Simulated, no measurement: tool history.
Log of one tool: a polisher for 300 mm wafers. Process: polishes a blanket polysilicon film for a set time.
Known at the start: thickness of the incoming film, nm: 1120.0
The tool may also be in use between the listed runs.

run	day	flow of slurry (ml/min)	pressure of the wafer on the pad (kPa)	speed of the pad under the wafer (m/s)	polishing time (s)	film removed (Å)
1	0	225	13.8	1.02	43	2564
2	0.142	225	13.8	1.18	43	2931.5
3	0.408	200	13.8	1.18	43	2893
4	0.467	195	12.4	1.18	43	2598
5	0.658	190	11	1.18	43	2344.5
6	0.721	185	9.7	1.18	43	2054.2
7	0.979	180	9	1.18	43	1902.3
8	1.246	175	8.3	1.18	43	1793.5
9	1.462	170	8.3	1.18	43	1760.1
10	1.75	170	8.3	1.18	43	1776.6
11	2.108	165	8.3	1.18	43	1763.6
12	2.458	150	6.9	1.18	43	1480

The next listed run, before its measurement:
13	2.5	160	6.9	1.18	43	?

Run 13 gave film removed (Å) 1474.9.
